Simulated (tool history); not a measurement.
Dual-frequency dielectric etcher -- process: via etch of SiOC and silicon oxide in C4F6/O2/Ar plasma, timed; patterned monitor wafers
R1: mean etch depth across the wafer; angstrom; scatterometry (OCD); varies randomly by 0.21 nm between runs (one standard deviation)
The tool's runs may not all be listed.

run 1 hour=0 | source_power_(kW)=0.36 bias_power_(kW)=0.151 etch_time_(s)=43 | R1=466.53
run 2 hour=7.8 | source_power_(kW)=0.32 bias_power_(kW)=0.133 etch_time_(s)=42 | R1=411.01
run 3 hour=11 | source_power_(kW)=0.32 bias_power_(kW)=0.156 etch_time_(s)=42 | R1=440.78
run 4 hour=17.9 | source_power_(kW)=0.32 bias_power_(kW)=0.156 etch_time_(s)=43 | R1=446.81
run 5 hour=20.5 | source_power_(kW)=0.36 bias_power_(kW)=0.156 etch_time_(s)=43 | R1=473.16
run 6 hour=23.9 | source_power_(kW)=0.32 bias_power_(kW)=0.144 etch_time_(s)=42.5 | R1=432.78

For run 7, what comes out?
run 7 hour=31.8 | source_power_(kW)=0.29 bias_power_(kW)=0.133 etch_time_(s)=42 | R1=?

{"run 7": {"R1": 399.35}}
